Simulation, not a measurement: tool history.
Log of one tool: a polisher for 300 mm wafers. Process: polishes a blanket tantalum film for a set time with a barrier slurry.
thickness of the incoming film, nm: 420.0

run	hour	flow of slurry (ml/min)	pressure of the wafer on the pad (psi)	speed of the pad under the wafer (m/s)	abrasive content of the slurry	polishing time (s)	film removed (Å)
1	0	275	1.2	1.24	1	128	1888.2
2	1.7	275	1.3	1.24	1	128	2072
3	4	275	1.4	1.24	1	128	2211.6
4	12.3	225	1.4	1.24	1	128	2143.8
5	13.4	225	1.1	1.24	1	128	1671.1
6	17.6	225	1.1	1.24	1	134	1783.2
7	18.2	225	1.1	1.24	1	134	1734.7
8	19.2	225	1.4	1.28	1	134	2316.6

Run 9 comes next. What will it give?
9	20.5	230	1.4	1.28	1	134	?

{"run 9": {"film removed (Å)": 2264.6}}
